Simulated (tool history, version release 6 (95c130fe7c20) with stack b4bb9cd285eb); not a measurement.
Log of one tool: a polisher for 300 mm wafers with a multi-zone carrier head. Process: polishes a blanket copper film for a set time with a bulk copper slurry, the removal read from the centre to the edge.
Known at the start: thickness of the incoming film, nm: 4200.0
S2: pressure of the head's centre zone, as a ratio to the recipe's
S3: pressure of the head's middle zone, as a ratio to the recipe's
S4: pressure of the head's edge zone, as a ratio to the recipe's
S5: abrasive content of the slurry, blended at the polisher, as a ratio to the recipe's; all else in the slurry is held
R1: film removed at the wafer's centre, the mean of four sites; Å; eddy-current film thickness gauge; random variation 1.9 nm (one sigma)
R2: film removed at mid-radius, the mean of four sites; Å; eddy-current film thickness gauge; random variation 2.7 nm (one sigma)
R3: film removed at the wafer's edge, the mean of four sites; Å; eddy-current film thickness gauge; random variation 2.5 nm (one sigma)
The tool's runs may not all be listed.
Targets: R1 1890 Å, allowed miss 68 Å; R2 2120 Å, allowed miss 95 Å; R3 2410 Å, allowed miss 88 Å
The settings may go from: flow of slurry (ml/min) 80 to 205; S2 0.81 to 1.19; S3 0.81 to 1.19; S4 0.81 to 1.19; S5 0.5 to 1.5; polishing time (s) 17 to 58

{"run": 1, "hour": 0.0, "flow of slurry (ml/min)": 135, "S2": 1, "S3": 1, "S4": 1, "S5": 1, "polishing time (s)": 37, "R1": 2142.7, "R2": 2209.2, "R3": 2211.9}
{"run": 2, "hour": 4.5, "flow of slurry (ml/min)": 130, "S2": 0.98, "S3": 0.99, "S4": 1.03, "S5": 1.05, "polishing time (s)": 37, "R1": 2126.7, "R2": 2241, "R3": 2244.4}
{"run": 3, "hour": 11.8, "flow of slurry (ml/min)": 130, "S2": 0.98, "S3": 0.99, "S4": 1.03, "S5": 1.05, "polishing time (s)": 29, "R1": 1709.1, "R2": 1726.5, "R3": 1791.5}
{"run": 4, "hour": 16.1, "flow of slurry (ml/min)": 130, "S2": 0.98, "S3": 0.99, "S4": 1.03, "S5": 1.05, "polishing time (s)": 38, "R1": 2214.5, "R2": 2241.8, "R3": 2286.5}
{"run": 5, "hour": 18.5, "flow of slurry (ml/min)": 130, "S2": 0.9, "S3": 0.99, "S4": 1.03, "S5": 1.05, "polishing time (s)": 38, "R1": 2022.2, "R2": 2249.3, "R3": 2307.9}
{"run": 6, "hour": 26.8, "flow of slurry (ml/min)": 130, "S2": 0.9, "S3": 0.99, "S4": 1.03, "S5": 1.2, "polishing time (s)": 38, "R1": 2074.7, "R2": 2369.2, "R3": 2399.3}
{"run": 7, "hour": 33.9, "flow of slurry (ml/min)": 125, "S2": 0.89, "S3": 0.97, "S4": 1.04, "S5": 1.2, "polishing time (s)": 38, "R1": 2044.5, "R2": 2280.6, "R3": 2350.5}
{"hour": 37.0, "done": "worn pad replaced by a new one"}
{"run": 8, "hour": 37.0, "flow of slurry (ml/min)": 120, "S2": 0.87, "S3": 0.96, "S4": 1.06, "S5": 1.2, "polishing time (s)": 38, "R1": 2256.8, "R2": 2536.4, "R3": 2697.5}
{"run": 9, "hour": 40.8, "flow of slurry (ml/min)": 125, "S2": 0.86, "S3": 0.96, "S4": 1.06, "S5": 1.1, "polishing time (s)": 38, "R1": 2132.6, "R2": 2487, "R3": 2606.8}

5 next moves are on the table. One of them brings every result within its allowed miss. Which?
{"run": "A", "hour": 44.6, "flow of slurry (ml/min)": 135, "S2": 0.86, "S3": 0.91, "S4": 1.17, "S5": 1.35, "polishing time (s)": 31, "R1": "?", "R2": "?", "R3": "?"}
{"run": "B", "hour": 44.6, "flow of slurry (ml/min)": 155, "S2": 0.89, "S3": 0.99, "S4": 1.03, "S5": 1.15, "polishing time (s)": 30, "R1": "?", "R2": "?", "R3": "?"}
{"run": "C", "hour": 44.6, "flow of slurry (ml/min)": 140, "S2": 0.89, "S3": 0.98, "S4": 1.07, "S5": 1.15, "polishing time (s)": 31, "R1": "?", "R2": "?", "R3": "?"}
{"run": "D", "hour": 44.6, "flow of slurry (ml/min)": 170, "S2": 0.86, "S3": 1.11, "S4": 0.97, "S5": 1.1, "polishing time (s)": 31, "R1": "?", "R2": "?", "R3": "?"}
{"run": "E", "hour": 44.6, "flow of slurry (ml/min)": 125, "S2": 0.81, "S3": 1.09, "S4": 1.05, "S5": 0.9, "polishing time (s)": 34, "R1": "?", "R2": "?", "R3": "?"}

move=A R1=1899.8 R2=2116.3 R3=2412.2
move=B R1=1892.2 R2=2133.2 R3=2152.3
move=C R1=1911.4 R2=2147.2 R3=2233.1
move=D R1=1905.6 R2=2382.7 R3=2163.2
move=E R1=1751.8 R2=2319.7 R3=2250.6
A: meets every target
B: brings the result that was furthest off to its target, and leaves another outside
C: brings the result that was furthest off to its target, and leaves another outside
D: nearer than the last run, and not there yet
E: nearer than the last run, and not there yet
Move A is the one to make.
